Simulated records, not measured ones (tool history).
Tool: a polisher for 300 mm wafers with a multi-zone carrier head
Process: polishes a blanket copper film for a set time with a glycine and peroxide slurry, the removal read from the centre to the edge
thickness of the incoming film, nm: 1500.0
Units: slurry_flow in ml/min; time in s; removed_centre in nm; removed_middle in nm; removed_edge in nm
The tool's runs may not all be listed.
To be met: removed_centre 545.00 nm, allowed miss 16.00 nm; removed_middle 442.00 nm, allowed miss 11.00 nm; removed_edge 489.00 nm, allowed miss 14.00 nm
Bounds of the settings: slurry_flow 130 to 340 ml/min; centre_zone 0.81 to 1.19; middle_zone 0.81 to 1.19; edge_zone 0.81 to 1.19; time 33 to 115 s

| run | hour | slurry_flow | centre_zone | middle_zone | edge_zone | time | removed_centre | removed_middle | removed_edge |
|---|---|---|---|---|---|---|---|---|---|
| 1 | 0.0 | 220 | 1.00 | 1.00 | 1.00 | 73 | 328.14 | 335.42 | 344.28 |
| 2 | 5.1 | 180 | 1.00 | 1.00 | 1.00 | 73 | 317.01 | 326.09 | 337.33 |
| 3 | 13.0 | 180 | 0.95 | 1.00 | 1.00 | 73 | 296.04 | 319.62 | 334.77 |
| 4 | 20.4 | 205 | 1.01 | 0.99 | 1.04 | 77 | 350.05 | 343.57 | 365.66 |
| 5 | 24.3 | 205 | 1.01 | 0.92 | 1.04 | 77 | 343.71 | 319.45 | 363.81 |
| 6 | 28.5 | 220 | 1.04 | 0.94 | 1.07 | 80 | 371.42 | 343.83 | 388.25 |
| 7 | 31.0 | 235 | 1.08 | 0.94 | 1.08 | 83 | 404.58 | 366.43 | 410.64 |
| 8 | 35.6 | 250 | 1.11 | 0.93 | 1.07 | 86 | 436.35 | 376.30 | 424.91 |
| 9 | 39.8 | 260 | 1.13 | 0.93 | 1.07 | 88 | 459.75 | 383.82 | 432.32 |
| 10 | 46.2 | 270 | 1.14 | 0.94 | 1.08 | 90 | 469.66 | 401.95 | 448.84 |
| 11 | 49.5 | 270 | 1.15 | 0.94 | 1.07 | 92 | 491.90 | 407.03 | 461.31 |
| 12 | 58.1 | 275 | 1.16 | 0.95 | 1.07 | 93 | 503.83 | 418.68 | 459.56 |
| 13 | 58.7 | 280 | 1.17 | 0.95 | 1.08 | 94 | 511.90 | 425.44 | 464.96 |
| 14 | 66.3 | 285 | 1.17 | 0.95 | 1.08 | 95 | 520.35 | 425.41 | 473.73 |
| 15 | 67.7 | 285 | 1.17 | 0.95 | 1.08 | 96 | 524.58 | 432.68 | 481.11 |

4 next moves are on the table. One of them brings every result within its allowed miss. Which?
| A | 69.1 | 245 | 1.19 | 0.96 | 1.07 | 93 | ? | ? | ? |
| B | 69.1 | 290 | 1.16 | 0.83 | 1.02 | 100 | ? | ? | ? |
| C | 69.1 | 300 | 1.17 | 0.91 | 1.05 | 94 | ? | ? | ? |
| D | 69.1 | 315 | 1.18 | 0.93 | 1.04 | 98 | ? | ? | ? |

| move | removed_centre | removed_middle | removed_edge |
|---|---|---|---|
| A | 514.75 | 411.92 | 448.98 |
| B | 550.81 | 406.41 | 479.29 |
| C | 524.54 | 409.67 | 457.78 |
| D | 554.57 | 436.05 | 476.65 |
A: further off than the last run
B: brings the result that was furthest off to its target, and leaves another outside
C: further off than the last run
D: meets every target
Move D is the one to make.
